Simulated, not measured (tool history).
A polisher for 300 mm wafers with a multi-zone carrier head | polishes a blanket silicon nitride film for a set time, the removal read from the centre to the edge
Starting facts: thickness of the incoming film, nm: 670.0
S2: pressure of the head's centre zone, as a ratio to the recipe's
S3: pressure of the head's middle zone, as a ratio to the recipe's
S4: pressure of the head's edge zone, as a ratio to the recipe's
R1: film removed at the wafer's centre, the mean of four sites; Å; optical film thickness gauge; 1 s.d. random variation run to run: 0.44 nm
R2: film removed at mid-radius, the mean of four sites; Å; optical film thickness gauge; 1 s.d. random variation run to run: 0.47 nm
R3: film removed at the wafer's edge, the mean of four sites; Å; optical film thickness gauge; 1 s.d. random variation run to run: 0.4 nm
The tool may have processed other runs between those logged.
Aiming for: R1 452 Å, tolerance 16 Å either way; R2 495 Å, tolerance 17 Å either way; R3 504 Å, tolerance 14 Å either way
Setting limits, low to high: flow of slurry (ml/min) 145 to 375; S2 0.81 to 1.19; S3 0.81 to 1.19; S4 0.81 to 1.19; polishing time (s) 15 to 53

Run 1, hour 0: flow of slurry (ml/min) 240, S2 1, S3 1, S4 1, polishing time (s) 34. Result: R1 680.78 Å, R2 671.21 Å, R3 691.35 Å.
Run 2, hour 7.7: flow of slurry (ml/min) 240, S2 1, S3 1.05, S4 1, polishing time (s) 34. Result: R1 684.2 Å, R2 696.42 Å, R3 688.35 Å.
Run 3, hour 16.6: flow of slurry (ml/min) 240, S2 0.93, S3 1.05, S4 1, polishing time (s) 34. Result: R1 648.91 Å, R2 701.59 Å, R3 695.09 Å.
Run 4, hour 21.6: flow of slurry (ml/min) 235, S2 0.91, S3 1.03, S4 0.98, polishing time (s) 32. Result: R1 594.11 Å, R2 645.81 Å, R3 639.04 Å.
Run 5, hour 23.1: flow of slurry (ml/min) 235, S2 0.91, S3 1.03, S4 0.94, polishing time (s) 32. Result: R1 601.52 Å, R2 639.85 Å, R3 621.55 Å.
Run 6, hour 25.7: flow of slurry (ml/min) 225, S2 0.89, S3 1.02, S4 0.94, polishing time (s) 31. Result: R1 578.18 Å, R2 619.39 Å, R3 604.18 Å.
Run 7, hour 26.8: flow of slurry (ml/min) 225, S2 0.88, S3 1.01, S4 0.94, polishing time (s) 30. Result: R1 544.55 Å, R2 598.28 Å, R3 591.43 Å.
Run 8, hour 30.3: flow of slurry (ml/min) 220, S2 0.87, S3 1, S4 0.93, polishing time (s) 29. Result: R1 515.15 Å, R2 573.24 Å, R3 558.61 Å.

Which one of the following 4 next-run settings gets every result inside its allowed miss? There is exactly one.
Run A, hour 33.8: flow of slurry (ml/min) 295, S2 0.82, S3 0.81, S4 0.86, polishing time (s) 26. Result: R1 ?, R2 ?, R3 ?.
Run B, hour 33.8: flow of slurry (ml/min) 215, S2 0.84, S3 0.95, S4 0.93, polishing time (s) 26. Result: R1 ?, R2 ?, R3 ?.
Run C, hour 33.8: flow of slurry (ml/min) 230, S2 1.02, S3 0.9, S4 0.85, polishing time (s) 27. Result: R1 ?, R2 ?, R3 ?.
Run D, hour 33.8: flow of slurry (ml/min) 205, S2 0.95, S3 0.89, S4 0.96, polishing time (s) 26. Result: R1 ?, R2 ?, R3 ?.

move      R1      R2      R3
   A  453.17  455.96  494.38
   B  445.08  488.81  498.44
   C  547.76  493.33  500.12
   D  489.12     465  503.98
A: pushes the last run's worst result past its target
B: in spec on every target
C: meets the target for the result that was furthest off, but another lies outside its allowed miss
D: pushes the last run's worst result past its target
The right move is B.

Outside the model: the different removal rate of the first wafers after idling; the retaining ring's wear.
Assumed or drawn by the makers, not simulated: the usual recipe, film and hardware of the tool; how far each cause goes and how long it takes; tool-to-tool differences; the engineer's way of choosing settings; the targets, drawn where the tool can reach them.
